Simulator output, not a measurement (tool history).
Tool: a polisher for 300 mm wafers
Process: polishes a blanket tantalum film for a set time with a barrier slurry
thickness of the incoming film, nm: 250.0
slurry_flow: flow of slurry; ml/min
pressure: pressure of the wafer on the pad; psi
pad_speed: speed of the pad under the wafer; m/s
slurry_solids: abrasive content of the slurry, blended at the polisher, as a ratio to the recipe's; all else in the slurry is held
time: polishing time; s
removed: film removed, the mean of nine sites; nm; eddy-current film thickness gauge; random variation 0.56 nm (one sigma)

Run 1, hour 0: slurry_flow 135 ml/min, pressure 1.5 psi, pad_speed 1.2 m/s, slurry_solids 1, time 66 s. Result: removed 89.068 nm.
Run 2, hour 1.5: slurry_flow 130 ml/min, pressure 1.4 psi, pad_speed 1.2 m/s, slurry_solids 1, time 66 s. Result: removed 83.872 nm.
Run 3, hour 7.8: slurry_flow 130 ml/min, pressure 1.3 psi, pad_speed 1.2 m/s, slurry_solids 1, time 66 s. Result: removed 79.589 nm.
Run 4, hour 9.7: slurry_flow 130 ml/min, pressure 1.2 psi, pad_speed 1.2 m/s, slurry_solids 1, time 66 s. Result: removed 77.476 nm.
Run 5, hour 16: slurry_flow 115 ml/min, pressure 1.2 psi, pad_speed 1.2 m/s, slurry_solids 1, time 66 s. Result: removed 74.382 nm.
Run 6, hour 17.9: slurry_flow 105 ml/min, pressure 1.2 psi, pad_speed 1.2 m/s, slurry_solids 1, time 66 s. Result: removed 73.56 nm.
Run 7, hour 25: slurry_flow 105 ml/min, pressure 1.1 psi, pad_speed 1.2 m/s, slurry_solids 1, time 66 s. Result: removed 70.473 nm.
Run 8, hour 28.4: slurry_flow 105 ml/min, pressure 1 psi, pad_speed 1.2 m/s, slurry_solids 1, time 66 s. Result: removed 64.714 nm.
Run 9, hour 36: slurry_flow 105 ml/min, pressure 0.9 psi, pad_speed 1.2 m/s, slurry_solids 1, time 66 s. Result: removed 62.528 nm.

Run 10 comes next. What will it give?
Run 10, hour 39.9: slurry_flow 105 ml/min, pressure 0.9 psi, pad_speed 1.2 m/s, slurry_solids 1, time 66 s. Result: removed ?.

Run 10 gave removed 62.52 nm.
